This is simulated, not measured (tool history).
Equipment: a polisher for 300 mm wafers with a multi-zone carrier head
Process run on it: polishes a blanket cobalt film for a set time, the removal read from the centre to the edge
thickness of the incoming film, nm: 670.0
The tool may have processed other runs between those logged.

run    day  flow of slurry (ml/min)  pressure of the head's centre zone  pressure of the head's middle zone  pressure of the head's edge zone  polishing time (s)  film removed at the wafer's centre (Å)  film removed at mid-radius (Å)  film removed at the wafer's edge (Å)
  1      0                      200                                   1                                   1                                 1                  41                                  2080.1                          2063.9                                2012.9
  2  0.262                      185                                0.94                                0.99                              0.99                  39                                  1838.4                          1937.2                                1942.8
  3    0.6                      185                                0.94                                0.95                              0.99                  39                                  1844.4                          1876.5                                1927.2
  4  0.971                      185                                0.94                                0.95                              0.99                  46                                  2177.8                          2204.8                                2267.2
  5  1.038                      185                                0.86                                0.95                              0.99                  46                                    2014                          2152.4                                2288.4
  6  1.392                      185                                0.86                                0.95                              1.03                  46                                  2002.1                          2205.6                                2301.2
  7  1.446                      185                                0.86                                0.95                              1.03                  46                                  1992.3                          2188.6                                2324.8
  8  1.504                      180                                0.85                                0.97                                 1                  42                                  1767.8                          2034.8                                2076.9
  9  1.571                      175                                0.84                                0.97                              0.97                  40                                  1668.6                          1867.6                                1937.7
 10  1.888                      165                                0.83                                0.99                              0.95                  39                                  1573.5                          1895.3                                1894.3
 11  2.254                      165                                0.83                                0.99                              0.93                  38                                  1529.4                          1809.3                                1826.8
 12  2.583                      165                                0.83                                0.99                              0.91                  37                                  1491.6                          1749.9                                1747.5

Predict the results of run 13:
 13  2.683                      160                                0.83                                0.99                               0.9                  37                                       ?                               ?                                     ?

Run 13 yielded film removed at the wafer's centre (Å) 1484.8, film removed at mid-radius (Å) 1753.8, film removed at the wafer's edge (Å) 1713.

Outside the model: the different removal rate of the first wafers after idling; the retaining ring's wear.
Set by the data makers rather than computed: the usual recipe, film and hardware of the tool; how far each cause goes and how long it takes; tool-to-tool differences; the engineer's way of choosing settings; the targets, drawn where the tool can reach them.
